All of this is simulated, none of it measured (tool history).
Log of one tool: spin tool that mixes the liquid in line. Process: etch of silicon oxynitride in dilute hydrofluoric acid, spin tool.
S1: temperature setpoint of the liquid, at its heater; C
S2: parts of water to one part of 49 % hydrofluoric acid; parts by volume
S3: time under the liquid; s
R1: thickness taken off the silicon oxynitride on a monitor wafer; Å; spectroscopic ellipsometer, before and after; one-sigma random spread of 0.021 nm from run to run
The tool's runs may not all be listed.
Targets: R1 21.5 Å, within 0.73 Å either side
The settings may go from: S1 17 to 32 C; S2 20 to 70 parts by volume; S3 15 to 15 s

{"run": 1, "hour": 0.0, "S1": 24, "S2": 40, "S3": 15, "R1": 11.868}
{"run": 2, "hour": 3.7, "S1": 27, "S2": 40, "S3": 15, "R1": 13.924}
{"run": 3, "hour": 12.0, "S1": 28, "S2": 40, "S3": 15, "R1": 14.944}
{"run": 4, "hour": 15.3, "S1": 28, "S2": 50, "S3": 15, "R1": 11.533}
{"run": 5, "hour": 19.9, "S1": 28, "S2": 55, "S3": 15, "R1": 10.446}
{"run": 6, "hour": 21.2, "S1": 28, "S2": 40, "S3": 15, "R1": 14.798}
{"run": 7, "hour": 28.5, "S1": 32, "S2": 30, "S3": 15, "R1": 23.912}
{"run": 8, "hour": 34.4, "S1": 31.5, "S2": 30, "S3": 15, "R1": 22.968}
{"run": 9, "hour": 41.1, "S1": 31, "S2": 30, "S3": 15, "R1": 23.014}

4 candidate next runs follow, results not yet known. Just one meets every target within its allowed miss. Identify it.
{"run": "A", "hour": 47.8, "S1": 32, "S2": 30, "S3": 15, "R1": "?"}
{"run": "B", "hour": 47.8, "S1": 30, "S2": 30, "S3": 15, "R1": "?"}
{"run": "C", "hour": 47.8, "S1": 27.5, "S2": 30, "S3": 15, "R1": "?"}
{"run": "D", "hour": 47.8, "S1": 31.5, "S2": 35, "S3": 15, "R1": "?"}

move=A R1=23.899
move=B R1=21.77
move=C R1=19.337
move=D R1=19.914
A: its largest miss is bigger than the last run's
B: in spec on every target
C: moves the result that the last run missed by most past its target, out the other side
D: moves the result that the last run missed by most past its target, out the other side
So the answer is move B, the one that meets all the targets.

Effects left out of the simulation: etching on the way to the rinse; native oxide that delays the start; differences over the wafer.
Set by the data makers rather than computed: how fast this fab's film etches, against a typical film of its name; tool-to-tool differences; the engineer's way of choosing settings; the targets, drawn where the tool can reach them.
